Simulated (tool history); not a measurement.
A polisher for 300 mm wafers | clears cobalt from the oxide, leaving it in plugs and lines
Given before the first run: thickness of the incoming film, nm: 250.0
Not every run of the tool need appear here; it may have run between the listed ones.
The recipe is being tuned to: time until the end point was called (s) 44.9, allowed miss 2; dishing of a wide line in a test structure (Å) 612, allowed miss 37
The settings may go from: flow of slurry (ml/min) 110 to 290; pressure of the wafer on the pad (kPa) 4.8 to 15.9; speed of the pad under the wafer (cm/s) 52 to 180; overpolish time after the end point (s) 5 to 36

run	hour	flow of slurry (ml/min)	pressure of the wafer on the pad (kPa)	speed of the pad under the wafer (cm/s)	overpolish time after the end point (s)	time until the end point was called (s)	dishing of a wide line in a test structure (Å)
1	0	185	10.3	116	18	51.827	558.45
2	2.2	185	10.3	116	15	53.341	508.28
3	4.9	185	9	116	15	59.095	480.52
4	8.9	185	9.7	116	16	56.106	502.81
5	9.8	215	9.7	116	16	54.837	517.2
6	17.4	215	9.7	104	16	60.183	492.85
7	20.5	215	10.3	104	17	56.948	526.95
8	22.7	215	11	104	17	54.1	549.77
9	31.7	215	11.7	104	17	49.798	557.85
10	35.8	215	12.4	104	18	48.92	562.37

Next run, 4 choices. One meets every target within its allowed miss, the rest don't. Which?
A	39.9	200	13.1	110	20	?	?
B	39.9	150	10.3	126	24	?	?
C	39.9	150	11.7	120	25	?	?
D	39.9	215	12.4	94	28	?	?

move	time until the end point was called (s)	dishing of a wide line in a test structure (Å)
A	45.37	601.08
B	50.855	614.73
C	48.133	631.28
D	52.635	636.33
A: in spec on every target
B: lands further from the targets than the last run did
C: better than the last run, though not everything is in spec
D: lands further from the targets than the last run did
The move that meets every target is A.
